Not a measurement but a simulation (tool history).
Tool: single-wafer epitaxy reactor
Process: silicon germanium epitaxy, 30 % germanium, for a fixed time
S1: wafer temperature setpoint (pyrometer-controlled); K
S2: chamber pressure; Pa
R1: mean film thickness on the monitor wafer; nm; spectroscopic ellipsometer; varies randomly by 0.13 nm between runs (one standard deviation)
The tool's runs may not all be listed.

Run 1, hour 0: S1 853.15 K, S2 2920 Pa. Result: R1 42.074 nm.
Run 2, hour 6.6: S1 851.15 K, S2 2906 Pa. Result: R1 40.531 nm.
Run 3, hour 9.7: S1 849.15 K, S2 2893 Pa. Result: R1 38.914 nm.
Run 4, hour 14.9: S1 857.15 K, S2 2893 Pa. Result: R1 44.681 nm.
Run 5, hour 22.9: S1 857.15 K, S2 3133 Pa. Result: R1 45.868 nm.
Run 6, hour 24.1: S1 854.15 K, S2 3120 Pa. Result: R1 43.167 nm.

The next listed run, before its measurement:
Run 7, hour 32.5: S1 842.15 K, S2 3040 Pa. Result: R1 ?.

Logged for run 7: R1 35.016 nm.

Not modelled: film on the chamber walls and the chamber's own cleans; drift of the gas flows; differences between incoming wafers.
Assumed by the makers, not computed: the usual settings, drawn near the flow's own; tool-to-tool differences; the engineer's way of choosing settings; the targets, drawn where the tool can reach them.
